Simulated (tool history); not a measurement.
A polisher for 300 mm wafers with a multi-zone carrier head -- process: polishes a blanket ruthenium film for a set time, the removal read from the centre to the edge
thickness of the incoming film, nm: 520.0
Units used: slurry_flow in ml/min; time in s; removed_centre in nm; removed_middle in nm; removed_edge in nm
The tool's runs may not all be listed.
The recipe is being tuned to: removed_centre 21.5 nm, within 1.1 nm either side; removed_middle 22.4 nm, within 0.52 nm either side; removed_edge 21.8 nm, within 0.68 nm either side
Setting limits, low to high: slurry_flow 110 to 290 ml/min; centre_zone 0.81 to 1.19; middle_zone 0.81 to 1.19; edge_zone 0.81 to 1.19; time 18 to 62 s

{"run": 1, "hour": 0.0, "slurry_flow": 185, "centre_zone": 1, "middle_zone": 1, "edge_zone": 1, "time": 40, "removed_centre": 37.969, "removed_middle": 38.773, "removed_edge": 38.172}
{"run": 2, "hour": 1.6, "slurry_flow": 185, "centre_zone": 1, "middle_zone": 1, "edge_zone": 1.06, "time": 40, "removed_centre": 38.796, "removed_middle": 38.835, "removed_edge": 39.434}
{"run": 3, "hour": 6.2, "slurry_flow": 185, "centre_zone": 1, "middle_zone": 1, "edge_zone": 1.06, "time": 30, "removed_centre": 28.737, "removed_middle": 29.116, "removed_edge": 29.678}
{"run": 4, "hour": 15.0, "slurry_flow": 180, "centre_zone": 1, "middle_zone": 0.99, "edge_zone": 1.03, "time": 29, "removed_centre": 27.861, "removed_middle": 27.591, "removed_edge": 27.779}
{"run": 5, "hour": 17.4, "slurry_flow": 175, "centre_zone": 0.98, "middle_zone": 0.98, "edge_zone": 1, "time": 29, "removed_centre": 27.232, "removed_middle": 27.555, "removed_edge": 27.496}
{"run": 6, "hour": 24.1, "slurry_flow": 175, "centre_zone": 0.98, "middle_zone": 1.06, "edge_zone": 1, "time": 29, "removed_centre": 26.509, "removed_middle": 29.467, "removed_edge": 27.899}
{"run": 7, "hour": 25.2, "slurry_flow": 170, "centre_zone": 0.97, "middle_zone": 1.04, "edge_zone": 0.98, "time": 28, "removed_centre": 25.607, "removed_middle": 27.53, "removed_edge": 25.88}
{"run": 8, "hour": 28.4, "slurry_flow": 165, "centre_zone": 0.95, "middle_zone": 1.02, "edge_zone": 0.97, "time": 28, "removed_centre": 24.835, "removed_middle": 26.943, "removed_edge": 25.959}
{"run": 9, "hour": 30.7, "slurry_flow": 145, "centre_zone": 0.95, "middle_zone": 0.96, "edge_zone": 0.87, "time": 22, "removed_centre": 19.458, "removed_middle": 19.926, "removed_edge": 19.063}
{"run": 10, "hour": 34.5, "slurry_flow": 155, "centre_zone": 0.95, "middle_zone": 0.96, "edge_zone": 0.88, "time": 22, "removed_centre": 19.582, "removed_middle": 20.132, "removed_edge": 19.315}
{"run": 11, "hour": 38.9, "slurry_flow": 165, "centre_zone": 0.95, "middle_zone": 0.96, "edge_zone": 0.89, "time": 22, "removed_centre": 19.522, "removed_middle": 20.263, "removed_edge": 19.485}
{"run": 12, "hour": 43.0, "slurry_flow": 165, "centre_zone": 0.96, "middle_zone": 0.97, "edge_zone": 0.91, "time": 22, "removed_centre": 20.065, "removed_middle": 20.547, "removed_edge": 19.619}
{"run": 13, "hour": 44.7, "slurry_flow": 165, "centre_zone": 0.96, "middle_zone": 0.98, "edge_zone": 0.92, "time": 22, "removed_centre": 19.567, "removed_middle": 20.55, "removed_edge": 20.181}
{"run": 14, "hour": 46.5, "slurry_flow": 165, "centre_zone": 0.96, "middle_zone": 0.98, "edge_zone": 0.92, "time": 22, "removed_centre": 19.838, "removed_middle": 20.522, "removed_edge": 19.996}
{"run": 15, "hour": 51.2, "slurry_flow": 165, "centre_zone": 0.97, "middle_zone": 0.99, "edge_zone": 0.93, "time": 22, "removed_centre": 20.127, "removed_middle": 20.807, "removed_edge": 19.774}
{"run": 16, "hour": 56.0, "slurry_flow": 165, "centre_zone": 0.97, "middle_zone": 0.99, "edge_zone": 0.94, "time": 22, "removed_centre": 19.636, "removed_middle": 20.788, "removed_edge": 20.195}
{"run": 17, "hour": 61.4, "slurry_flow": 175, "centre_zone": 0.97, "middle_zone": 0.99, "edge_zone": 0.94, "time": 22, "removed_centre": 20.418, "removed_middle": 20.991, "removed_edge": 20.057}
{"run": 18, "hour": 62.6, "slurry_flow": 175, "centre_zone": 0.97, "middle_zone": 0.99, "edge_zone": 0.95, "time": 22, "removed_centre": 20.28, "removed_middle": 21.088, "removed_edge": 20.229}
{"run": 19, "hour": 64.6, "slurry_flow": 175, "centre_zone": 0.97, "middle_zone": 1, "edge_zone": 0.96, "time": 22, "removed_centre": 20.522, "removed_middle": 20.869, "removed_edge": 20.565}
{"run": 20, "hour": 67.4, "slurry_flow": 175, "centre_zone": 0.97, "middle_zone": 1.01, "edge_zone": 0.97, "time": 22, "removed_centre": 20.498, "removed_middle": 21.264, "removed_edge": 20.449}
{"run": 21, "hour": 72.4, "slurry_flow": 175, "centre_zone": 0.97, "middle_zone": 1.01, "edge_zone": 0.98, "time": 22, "removed_centre": 20.117, "removed_middle": 21.292, "removed_edge": 20.609}
{"run": 22, "hour": 79.9, "slurry_flow": 175, "centre_zone": 0.98, "middle_zone": 1.01, "edge_zone": 0.99, "time": 22, "removed_centre": 20.397, "removed_middle": 21.257, "removed_edge": 20.69}
{"run": 23, "hour": 84.6, "slurry_flow": 175, "centre_zone": 0.98, "middle_zone": 1.01, "edge_zone": 1, "time": 22, "removed_centre": 20.859, "removed_middle": 21.362, "removed_edge": 20.89}
{"run": 24, "hour": 85.2, "slurry_flow": 175, "centre_zone": 0.98, "middle_zone": 1.01, "edge_zone": 1, "time": 22, "removed_centre": 20.365, "removed_middle": 21.283, "removed_edge": 20.841}
{"run": 25, "hour": 86.7, "slurry_flow": 180, "centre_zone": 0.98, "middle_zone": 1.01, "edge_zone": 1.01, "time": 22, "removed_centre": 20.642, "removed_middle": 21.302, "removed_edge": 21.422}

Which of these 5 next moves meets every target?
{"run": "A", "hour": 88.2, "slurry_flow": 175, "centre_zone": 1.05, "middle_zone": 1.02, "edge_zone": 1.06, "time": 24, "removed_centre": "?", "removed_middle": "?", "removed_edge": "?"}
{"run": "B", "hour": 88.2, "slurry_flow": 175, "centre_zone": 1.04, "middle_zone": 0.88, "edge_zone": 1.1, "time": 24, "removed_centre": "?", "removed_middle": "?", "removed_edge": "?"}
{"run": "C", "hour": 88.2, "slurry_flow": 180, "centre_zone": 1.03, "middle_zone": 1.07, "edge_zone": 1.09, "time": 22, "removed_centre": "?", "removed_middle": "?", "removed_edge": "?"}
{"run": "D", "hour": 88.2, "slurry_flow": 230, "centre_zone": 1.03, "middle_zone": 0.97, "edge_zone": 0.98, "time": 24, "removed_centre": "?", "removed_middle": "?", "removed_edge": "?"}
{"run": "E", "hour": 88.2, "slurry_flow": 155, "centre_zone": 0.97, "middle_zone": 0.93, "edge_zone": 1.04, "time": 23, "removed_centre": "?", "removed_middle": "?", "removed_edge": "?"}

move=A removed_centre=23.752 removed_middle=23.482 removed_edge=23.567
move=B removed_centre=23.501 removed_middle=20.752 removed_edge=24.054
move=C removed_centre=21.485 removed_middle=22.534 removed_edge=21.974
move=D removed_centre=24.432 removed_middle=23.496 removed_edge=23.431
move=E removed_centre=20.445 removed_middle=20.341 removed_edge=22.015
A: the result that was furthest off in the last run now lies on the other side of its target
B: its largest miss is bigger than the last run's
C: meets every target
D: the result that was furthest off in the last run now lies on the other side of its target
E: its largest miss is bigger than the last run's
Correct choice: C, which meets every target

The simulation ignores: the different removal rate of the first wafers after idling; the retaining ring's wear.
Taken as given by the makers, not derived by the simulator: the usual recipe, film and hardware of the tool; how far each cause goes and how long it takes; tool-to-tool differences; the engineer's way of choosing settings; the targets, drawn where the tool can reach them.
